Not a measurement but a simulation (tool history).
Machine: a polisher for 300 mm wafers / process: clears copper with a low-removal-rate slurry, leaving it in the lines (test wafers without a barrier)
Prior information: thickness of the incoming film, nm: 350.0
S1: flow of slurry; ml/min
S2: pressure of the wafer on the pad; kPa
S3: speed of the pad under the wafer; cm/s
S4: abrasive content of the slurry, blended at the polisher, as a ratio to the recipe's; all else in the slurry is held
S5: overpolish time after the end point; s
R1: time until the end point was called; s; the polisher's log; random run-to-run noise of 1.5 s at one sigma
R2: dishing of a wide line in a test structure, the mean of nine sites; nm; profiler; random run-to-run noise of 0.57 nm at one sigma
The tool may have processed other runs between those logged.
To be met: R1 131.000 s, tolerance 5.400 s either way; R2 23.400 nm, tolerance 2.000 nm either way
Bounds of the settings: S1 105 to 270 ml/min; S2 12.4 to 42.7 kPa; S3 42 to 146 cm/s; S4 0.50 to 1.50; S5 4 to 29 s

| run | day | S1 | S2 | S3 | S4 | S5 | R1 | R2 |
|---|---|---|---|---|---|---|---|---|
| 1 | 0.000 | 175 | 27.6 | 94 | 1.00 | 15 | 93.723 | 41.103 |
| 2 | 0.200 | 175 | 25.5 | 94 | 1.00 | 14 | 98.628 | 32.633 |
| 3 | 0.421 | 175 | 24.1 | 94 | 1.00 | 14 | 106.920 | 33.023 |
| 4 | 0.583 | 175 | 24.1 | 94 | 1.00 | 10 | 105.590 | 25.310 |
| 5 | 0.858 | 175 | 24.1 | 94 | 0.90 | 10 | 106.610 | 24.084 |
| 6 | 0.917 | 175 | 22.8 | 94 | 0.90 | 11 | 112.170 | 24.111 |
| 7 | 1.112 | 175 | 22.1 | 94 | 0.90 | 11 | 116.390 | 22.765 |
| 8 | 1.254 | 175 | 22.1 | 94 | 0.90 | 11 | 117.250 | 23.770 |
| 9 | 1.579 | 175 | 21.4 | 94 | 0.90 | 11 | 119.180 | 23.245 |
| 10 | 1.738 | 175 | 20.7 | 94 | 0.90 | 11 | 123.770 | 22.182 |

Exactly one of the 4 candidate moves below puts every result within its allowed miss. Which one?
| A | 1.896 | 175 | 24.1 | 90 | 0.90 | 10 | ? | ? |
| B | 1.896 | 170 | 17.9 | 110 | 1.05 | 10 | ? | ? |
| C | 1.896 | 205 | 18.6 | 92 | 1.10 | 10 | ? | ? |
| D | 1.896 | 140 | 26.9 | 74 | 0.80 | 12 | ? | ? |

| move | R1 | R2 |
|---|---|---|
| A | 112.610 | 22.906 |
| B | 120.420 | 21.365 |
| C | 133.120 | 19.510 |
| D | 130.410 | 23.727 |
A: misses by more than the last run did
B: misses by more than the last run did
C: brings the last run's worst result on target, with another outside its allowed miss
D: hits every target within its allowed miss
Move D is the one to make.
